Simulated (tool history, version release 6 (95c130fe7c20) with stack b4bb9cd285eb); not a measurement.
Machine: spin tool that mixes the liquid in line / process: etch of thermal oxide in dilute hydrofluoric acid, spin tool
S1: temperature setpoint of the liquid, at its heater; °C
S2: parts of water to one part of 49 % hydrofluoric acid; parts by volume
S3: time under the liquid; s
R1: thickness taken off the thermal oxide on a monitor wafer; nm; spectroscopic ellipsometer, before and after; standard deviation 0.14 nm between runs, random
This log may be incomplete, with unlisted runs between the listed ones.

run,hour,S1,S2,S3,R1
1,0.0,24,50,315,31.122
2,5.8,24,50,315,31.072
3,8.3,24,35,315,45.465
4,15.1,24,35,335,48.224
5,17.1,21,35,335,42.707
6,22.9,21,35,315,40.192

Expected results for the next run?
# hour 26.7: thermometer replaced
7,26.7,20,40,315,?

{"run 7": {"R1": 32.128}}
